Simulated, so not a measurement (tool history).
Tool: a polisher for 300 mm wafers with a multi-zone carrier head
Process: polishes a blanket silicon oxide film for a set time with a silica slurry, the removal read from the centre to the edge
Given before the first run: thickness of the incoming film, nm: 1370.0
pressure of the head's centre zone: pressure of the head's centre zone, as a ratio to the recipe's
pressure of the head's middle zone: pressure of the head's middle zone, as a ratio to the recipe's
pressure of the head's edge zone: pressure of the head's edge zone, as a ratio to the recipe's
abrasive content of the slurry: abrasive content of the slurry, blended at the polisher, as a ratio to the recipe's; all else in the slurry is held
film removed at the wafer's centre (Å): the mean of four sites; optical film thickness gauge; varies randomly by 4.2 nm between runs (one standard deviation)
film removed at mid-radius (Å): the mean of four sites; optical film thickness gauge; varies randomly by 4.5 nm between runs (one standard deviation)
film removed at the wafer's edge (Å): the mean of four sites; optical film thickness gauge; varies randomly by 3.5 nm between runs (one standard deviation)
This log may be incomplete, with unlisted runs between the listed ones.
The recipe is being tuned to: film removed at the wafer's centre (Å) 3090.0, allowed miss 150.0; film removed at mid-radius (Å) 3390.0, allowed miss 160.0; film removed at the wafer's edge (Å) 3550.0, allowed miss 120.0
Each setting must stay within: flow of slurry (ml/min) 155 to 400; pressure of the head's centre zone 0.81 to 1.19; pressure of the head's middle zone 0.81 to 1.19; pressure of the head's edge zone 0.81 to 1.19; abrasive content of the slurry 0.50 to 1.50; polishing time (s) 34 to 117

run  hour  flow of slurry (ml/min)  pressure of the head's centre zone  pressure of the head's middle zone  pressure of the head's edge zone  abrasive content of the slurry  polishing time (s)  film removed at the wafer's centre (Å)  film removed at mid-radius (Å)  film removed at the wafer's edge (Å)
  1   0.0                      255                                1.00                                1.00                              1.00                            1.00                  75                                  2594.7                          2664.7                                2591.2
  2   6.2                      255                                1.00                                1.07                              1.00                            1.00                  75                                  2581.9                          2798.3                                2586.7
  3  12.8                      255                                1.06                                1.07                              1.00                            1.00                  75                                  2800.8                          2786.8                                2554.8
  4  20.2                      255                                1.06                                1.07                              1.05                            1.00                  75                                  2781.2                          2787.6                                2672.3
  5  26.0                      255                                1.06                                1.07                              1.05                            0.90                  75                                  2619.5                          2616.5                                2485.4
  6  28.8                      255                                1.05                                1.07                              1.06                            0.95                  75                                  2658.2                          2666.1                                2619.3
  7  33.9                      255                                1.05                                1.08                              1.07                            1.00                  75                                  2683.7                          2812.8                                2691.1
  8  37.8                      255                                1.05                                1.08                              1.08                            1.05                  75                                  2830.4                          2849.4                                2821.9
  9  45.0                      255                                1.04                                1.09                              1.09                            1.05                  75                                  2899.2                          2958.1                                2775.9
 10  47.7                      255                                1.02                                1.07                              1.10                            1.10                  75                                  2858.6                          3010.0                                2849.6
 11  52.1                      255                                1.02                                1.07                              1.10                            1.10                  75                                  2856.2                          3010.4                                2838.4
 12  60.8                      250                                1.00                                1.04                              1.11                            1.15                  76                                  2895.8                          3006.5                                3060.5

Next run, 5 choices. One meets every target within its allowed miss, the rest don't. Which?
  A  69.5                      290                                1.01                                1.19                              1.00                            1.10                  70                                       ?                               ?                                     ?
  B  69.5                      190                                0.96                                0.87                              1.19                            1.20                  84                                       ?                               ?                                     ?
  C  69.5                      155                                1.02                                0.82                              1.19                            1.05                  95                                       ?                               ?                                     ?
  D  69.5                      230                                0.92                                1.00                              1.12                            1.05                  94                                       ?                               ?                                     ?
  E  69.5                      250                                0.90                                1.04                              1.11                            1.05                  78                                       ?                               ?                                     ?

move  film removed at the wafer's centre (Å)  film removed at mid-radius (Å)  film removed at the wafer's edge (Å)
   A                                  2655.3                          3071.9                                2605.8
   B                                  3018.3                          2841.0                                3455.9
   C                                  3227.6                          2746.7                                3536.8
   D                                  3085.5                          3377.2                                3527.5
   E                                  2535.4                          2923.3                                2933.5
A: lands further from the targets than the last run did
B: brings the result that was furthest off to its target, and leaves another outside
C: brings the result that was furthest off to its target, and leaves another outside
D: every result lands within tolerance
E: lands further from the targets than the last run did
Answer: D
